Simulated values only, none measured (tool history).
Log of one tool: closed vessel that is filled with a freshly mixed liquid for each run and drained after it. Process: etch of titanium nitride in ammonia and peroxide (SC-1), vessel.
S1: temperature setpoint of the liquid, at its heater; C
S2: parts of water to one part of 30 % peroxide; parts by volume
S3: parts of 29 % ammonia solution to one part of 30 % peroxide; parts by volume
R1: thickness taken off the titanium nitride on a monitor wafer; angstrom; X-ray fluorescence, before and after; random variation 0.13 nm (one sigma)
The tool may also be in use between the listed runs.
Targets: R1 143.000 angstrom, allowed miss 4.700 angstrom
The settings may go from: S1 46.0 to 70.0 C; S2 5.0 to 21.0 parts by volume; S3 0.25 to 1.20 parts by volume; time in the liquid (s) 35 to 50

run 1 hour=0.0 | S1=62.0 S2=11.5 S3=0.95 time_in_the_liquid_(s)=50 | R1=75.015
run 2 hour=4.3 | S1=63.0 S2=11.0 S3=0.95 time_in_the_liquid_(s)=50 | R1=82.625
run 3 hour=12.1 | S1=63.0 S2=14.5 S3=0.95 time_in_the_liquid_(s)=50 | R1=70.210
run 4 hour=13.1 | S1=63.0 S2=14.5 S3=0.75 time_in_the_liquid_(s)=50 | R1=67.835
run 5 hour=18.8 | S1=63.0 S2=18.5 S3=0.75 time_in_the_liquid_(s)=50 | R1=59.925
run 6 hour=26.2 | S1=63.5 S2=17.5 S3=0.75 time_in_the_liquid_(s)=50 | R1=64.343
run 7 hour=31.1 | S1=64.0 S2=16.5 S3=0.75 time_in_the_liquid_(s)=50 | R1=66.831
run 8 hour=40.1 | S1=64.5 S2=15.5 S3=0.75 time_in_the_liquid_(s)=50 | R1=72.045
run 9 hour=42.6 | S1=65.0 S2=14.5 S3=0.75 time_in_the_liquid_(s)=50 | R1=76.852
run 10 hour=43.5 | S1=65.5 S2=13.5 S3=0.75 time_in_the_liquid_(s)=50 | R1=82.697

Which of these 5 next moves meets every target?
run A hour=44.4 | S1=64.0 S2=12.0 S3=0.45 time_in_the_liquid_(s)=35 | R1=?
run B hour=44.4 | S1=70.0 S2=9.0 S3=1.05 time_in_the_liquid_(s)=50 | R1=?
run C hour=44.4 | S1=66.5 S2=11.5 S3=0.95 time_in_the_liquid_(s)=50 | R1=?
run D hour=44.4 | S1=60.0 S2=13.0 S3=0.65 time_in_the_liquid_(s)=35 | R1=?
run E hour=44.4 | S1=70.0 S2=12.5 S3=0.75 time_in_the_liquid_(s)=50 | R1=?

move=A R1=50.621
move=B R1=140.580
move=C R1=98.429
move=D R1=39.946
move=E R1=112.830
A: further off than the last run
B: meets every target
C: nearer than the last run, and not there yet
D: further off than the last run
E: nearer than the last run, and not there yet
Answer: B
